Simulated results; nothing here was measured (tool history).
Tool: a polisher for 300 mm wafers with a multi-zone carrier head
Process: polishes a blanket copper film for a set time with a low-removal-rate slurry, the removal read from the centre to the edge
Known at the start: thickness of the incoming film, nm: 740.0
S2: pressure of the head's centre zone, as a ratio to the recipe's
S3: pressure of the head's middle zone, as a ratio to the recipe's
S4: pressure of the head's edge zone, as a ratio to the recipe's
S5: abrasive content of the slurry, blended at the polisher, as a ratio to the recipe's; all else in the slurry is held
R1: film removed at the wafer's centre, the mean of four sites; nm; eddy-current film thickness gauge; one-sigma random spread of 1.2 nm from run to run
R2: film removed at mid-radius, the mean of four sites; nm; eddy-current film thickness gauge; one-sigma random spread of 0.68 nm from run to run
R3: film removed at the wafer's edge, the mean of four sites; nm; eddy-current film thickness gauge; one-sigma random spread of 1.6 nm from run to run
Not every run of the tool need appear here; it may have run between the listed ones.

Run 1, day 0.000: flow of slurry (ml/min) 220, S2 1.00, S3 1.00, S4 1.00, S5 1.0, polishing time (s) 55. Result: R1 87.028 nm, R2 87.208 nm, R3 87.413 nm.
Run 2, day 0.096: flow of slurry (ml/min) 235, S2 1.02, S3 1.04, S4 1.04, S5 1.1, polishing time (s) 55. Result: R1 91.121 nm, R2 91.238 nm, R3 88.536 nm.
Run 3, day 0.396: flow of slurry (ml/min) 235, S2 1.02, S3 0.97, S4 1.04, S5 1.1, polishing time (s) 55. Result: R1 89.307 nm, R2 86.233 nm, R3 89.676 nm.
Run 4, day 0.750: flow of slurry (ml/min) 235, S2 1.02, S3 0.90, S4 1.04, S5 1.1, polishing time (s) 55. Result: R1 90.510 nm, R2 81.077 nm, R3 88.745 nm.
Run 5, day 0.817: flow of slurry (ml/min) 235, S2 1.03, S3 0.96, S4 1.06, S5 1.2, polishing time (s) 56. Result: R1 93.471 nm, R2 87.757 nm, R3 96.251 nm.
Run 6, day 0.942: flow of slurry (ml/min) 235, S2 1.09, S3 0.96, S4 1.06, S5 1.2, polishing time (s) 56. Result: R1 99.078 nm, R2 87.440 nm, R3 94.422 nm.
Run 7, day 1.033: flow of slurry (ml/min) 245, S2 1.09, S3 1.02, S4 1.07, S5 1.3, polishing time (s) 56. Result: R1 100.150 nm, R2 93.607 nm, R3 96.236 nm.
Run 8, day 1.150: flow of slurry (ml/min) 290, S2 1.11, S3 1.12, S4 1.16, S5 1.5, polishing time (s) 57. Result: R1 108.960 nm, R2 106.790 nm, R3 106.880 nm.
Run 9, day 1.375: flow of slurry (ml/min) 295, S2 1.10, S3 1.13, S4 1.16, S5 1.5, polishing time (s) 57. Result: R1 106.260 nm, R2 108.180 nm, R3 104.860 nm.
Run 10, day 1.712: flow of slurry (ml/min) 295, S2 1.10, S3 1.14, S4 1.16, S5 1.5, polishing time (s) 57. Result: R1 106.650 nm, R2 109.430 nm, R3 103.840 nm.

The next listed run, before its measurement:
Run 11, day 1.833: flow of slurry (ml/min) 295, S2 1.10, S3 1.14, S4 1.17, S5 1.5, polishing time (s) 57. Result: R1 ?, R2 ?, R3 ?.

R1: 108.850 nm
R2: 110.280 nm
R3: 104.850 nm
